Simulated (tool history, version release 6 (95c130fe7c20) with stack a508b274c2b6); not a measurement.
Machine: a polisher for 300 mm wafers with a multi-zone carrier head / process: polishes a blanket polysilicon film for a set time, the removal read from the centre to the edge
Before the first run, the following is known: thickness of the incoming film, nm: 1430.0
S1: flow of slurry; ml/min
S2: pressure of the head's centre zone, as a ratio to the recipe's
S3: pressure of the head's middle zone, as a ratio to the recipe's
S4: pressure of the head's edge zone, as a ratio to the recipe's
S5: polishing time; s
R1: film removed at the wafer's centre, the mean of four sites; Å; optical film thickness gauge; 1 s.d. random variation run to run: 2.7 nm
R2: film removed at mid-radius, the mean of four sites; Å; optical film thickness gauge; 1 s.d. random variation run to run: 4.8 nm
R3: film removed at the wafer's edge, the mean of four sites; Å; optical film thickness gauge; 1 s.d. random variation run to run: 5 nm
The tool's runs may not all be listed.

Run 1, hour 0: S1 315 ml/min, S2 1, S3 1, S4 1, S5 38 s. Result: R1 2754.2 Å, R2 2723.1 Å, R3 2653.9 Å.
Run 2, hour 9: S1 315 ml/min, S2 1, S3 1.07, S4 1, S5 38 s. Result: R1 2697 Å, R2 2887.7 Å, R3 2658.5 Å.
Run 3, hour 14.9: S1 315 ml/min, S2 1, S3 1.07, S4 1, S5 42 s. Result: R1 3044.3 Å, R2 3173.8 Å, R3 2955.5 Å.
Run 4, hour 22.6: S1 315 ml/min, S2 1, S3 1.07, S4 1, S5 46 s. Result: R1 3334.7 Å, R2 3496 Å, R3 3255.1 Å.
Run 5, hour 29.3: S1 315 ml/min, S2 1, S3 1.14, S4 1, S5 46 s. Result: R1 3341.3 Å, R2 3725 Å, R3 3257.2 Å.
Run 6, hour 33: S1 315 ml/min, S2 1, S3 1.14, S4 1.07, S5 46 s. Result: R1 3300.3 Å, R2 3809.3 Å, R3 3314 Å.
Run 7, hour 33.9: S1 315 ml/min, S2 1.01, S3 1.13, S4 1.08, S5 47 s. Result: R1 3416.4 Å, R2 3795.1 Å, R3 3375.2 Å.

Run 8 has not been measured yet. What should we expect?
Run 8, hour 37.6: S1 315 ml/min, S2 1.01, S3 1.12, S4 1.09, S5 48 s. Result: R1 ?, R2 ?, R3 ?.

R1: 3482.8 Å
R2: 3788.7 Å
R3: 3571.5 Å
